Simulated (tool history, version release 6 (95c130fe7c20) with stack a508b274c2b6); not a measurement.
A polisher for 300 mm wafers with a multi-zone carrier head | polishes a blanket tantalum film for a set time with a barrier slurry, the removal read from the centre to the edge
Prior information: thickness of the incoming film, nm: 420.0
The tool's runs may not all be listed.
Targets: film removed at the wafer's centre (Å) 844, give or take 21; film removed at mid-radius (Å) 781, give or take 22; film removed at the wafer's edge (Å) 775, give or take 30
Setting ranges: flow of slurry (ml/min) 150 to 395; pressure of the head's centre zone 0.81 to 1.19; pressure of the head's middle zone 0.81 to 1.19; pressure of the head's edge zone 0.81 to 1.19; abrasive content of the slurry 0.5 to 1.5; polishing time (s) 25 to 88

run  hour  flow of slurry (ml/min)  pressure of the head's centre zone  pressure of the head's middle zone  pressure of the head's edge zone  abrasive content of the slurry  polishing time (s)  film removed at the wafer's centre (Å)  film removed at mid-radius (Å)  film removed at the wafer's edge (Å)
  1     0                      250                                   1                                   1                                 1                               1                  56                                  1109.6                          1103.5                                1091.5
  2   3.3                      250                                   1                                0.97                              0.95                            0.85                  54                                  1045.2                           993.2                                988.29
  3    12                      245                                0.98                                0.95                              0.91                            0.75                  52                                  948.94                          922.09                                895.79
  4  18.6                      245                                0.98                                0.95                              0.91                            0.65                  52                                  900.61                          888.07                                857.71
  5  21.5                      245                                0.98                                0.95                              0.91                            0.55                  52                                  849.59                          833.77                                815.11
  6  23.2                      245                                0.98                                1.01                              0.91                            0.55                  52                                  868.13                          874.33                                813.87
  7  28.4                      230                                0.99                                0.98                               0.9                            0.55                  52                                  870.39                          841.16                                788.81
  8  34.7                      215                                0.99                                0.96                              0.91                            0.55                  52                                  851.85                          824.85                                793.31
  9    37                      205                                   1                                0.95                              0.91                            0.55                  52                                   863.3                          818.34                                796.52
 10  43.4                      195                                   1                                0.94                              0.91                            0.55                  52                                  854.99                          803.31                                771.76

Consider the 4 candidate settings below. Which is the only one whose results all fall within their allowed miss of target?
  A  49.8                      160                                1.06                                0.94                              0.85                            0.55                  53                                       ?                               ?                                     ?
  B  49.8                      160                                0.97                                0.92                              0.89                            0.55                  53                                       ?                               ?                                     ?
  C  49.8                      150                                1.05                                1.02                              0.81                             0.6                  53                                       ?                               ?                                     ?
  D  49.8                      190                                1.02                                0.92                               0.9                            0.65                  49                                       ?                               ?                                     ?

move  film removed at the wafer's centre (Å)  film removed at mid-radius (Å)  film removed at the wafer's edge (Å)
   A                                   878.8                          779.06                                779.83
   B                                  807.65                          767.21                                796.41
   C                                   881.4                          838.79                                775.72
   D                                  852.25                          768.64                                795.55
A: brings the last run's worst result on target, with another outside its allowed miss
B: brings the last run's worst result on target, with another outside its allowed miss
C: lands further from the targets than the last run did
D: every result lands within tolerance
Answer: D
